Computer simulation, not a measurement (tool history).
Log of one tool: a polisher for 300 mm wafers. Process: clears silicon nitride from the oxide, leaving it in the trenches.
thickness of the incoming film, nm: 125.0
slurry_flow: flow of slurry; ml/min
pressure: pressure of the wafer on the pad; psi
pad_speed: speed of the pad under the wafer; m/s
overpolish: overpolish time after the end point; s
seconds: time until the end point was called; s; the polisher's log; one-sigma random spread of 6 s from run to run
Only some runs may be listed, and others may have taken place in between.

run  hour  slurry_flow  pressure  pad_speed  overpolish  seconds
  1   0.0          195       3.1       1.00           5   133.89
  2   1.4          195       3.1       1.00           5   132.61
  3   6.1          195       3.1       1.00           5   133.34
  4   8.8          195       2.8       0.96           5   156.33
  5  12.9          195       3.1       0.96           5   140.90
  6  17.4          195       3.1       1.14           5   115.31
  7  22.7          195       2.8       1.08           5   143.06
  8  29.4          195       2.6       1.06           5   157.46
  9  38.3          195       2.4       1.04           5   164.66
 10  46.8          195       2.2       1.00           5   191.06
 11  51.5          195       2.1       0.98           5   202.95
 12  59.7          195       2.0       0.96           5   220.30
 13  65.2          195       1.9       0.94           5   222.83
 14  66.7          190       1.4       0.72           5   380.53
 15  69.6          190       2.0       0.74           5   266.28

Run 16 is up next; what results do you expect?
 16  77.9          190       2.0       0.74           5        ?

{"run 16": {"seconds": 263.5}}

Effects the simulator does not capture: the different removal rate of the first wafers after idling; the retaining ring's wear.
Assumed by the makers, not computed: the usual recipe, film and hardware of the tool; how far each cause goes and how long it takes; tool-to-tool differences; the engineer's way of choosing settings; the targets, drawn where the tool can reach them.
